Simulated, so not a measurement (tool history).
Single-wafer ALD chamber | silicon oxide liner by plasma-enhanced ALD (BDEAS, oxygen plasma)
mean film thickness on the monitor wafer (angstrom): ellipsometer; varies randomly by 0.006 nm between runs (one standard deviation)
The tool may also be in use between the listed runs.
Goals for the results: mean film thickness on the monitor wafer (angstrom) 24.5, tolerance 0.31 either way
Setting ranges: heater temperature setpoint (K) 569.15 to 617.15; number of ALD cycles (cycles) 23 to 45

| run | hour | heater temperature setpoint (K) | number of ALD cycles (cycles) | mean film thickness on the monitor wafer (angstrom) |
|---|---|---|---|---|
| 1 | 0 | 593.15 | 34 | 30.011 |
| 2 | 3.9 | 593.15 | 32 | 28.219 |
| 3 | 10.4 | 594.15 | 32 | 28.176 |
| 4 | 15.2 | 603.15 | 32 | 27.715 |
| 5 | 22.7 | 603.15 | 27 | 23.563 |
| 6 | 26.9 | 602.15 | 27 | 23.373 |
| 7 | 35.2 | 602.15 | 29 | 25.066 |
| 8 | 40.6 | 605.15 | 29 | 24.955 |
| 9 | 41.7 | 607.15 | 29 | 25.05 |

Exactly one of the 4 candidate moves below puts every result within its allowed miss. Which one?
| A | 42.8 | 604.15 | 29 | ? |
| B | 42.8 | 606.15 | 29 | ? |
| C | 42.8 | 603.15 | 29 | ? |
| D | 42.8 | 617.15 | 29 | ? |

| move | mean film thickness on the monitor wafer (angstrom) |
|---|---|
| A | 25.089 |
| B | 25.005 |
| C | 25.13 |
| D | 24.544 |
A: misses by more than the last run did
B: better than the last run, though not everything is in spec
C: misses by more than the last run did
D: each result inside its tolerance
Go with D: it meets all targets.

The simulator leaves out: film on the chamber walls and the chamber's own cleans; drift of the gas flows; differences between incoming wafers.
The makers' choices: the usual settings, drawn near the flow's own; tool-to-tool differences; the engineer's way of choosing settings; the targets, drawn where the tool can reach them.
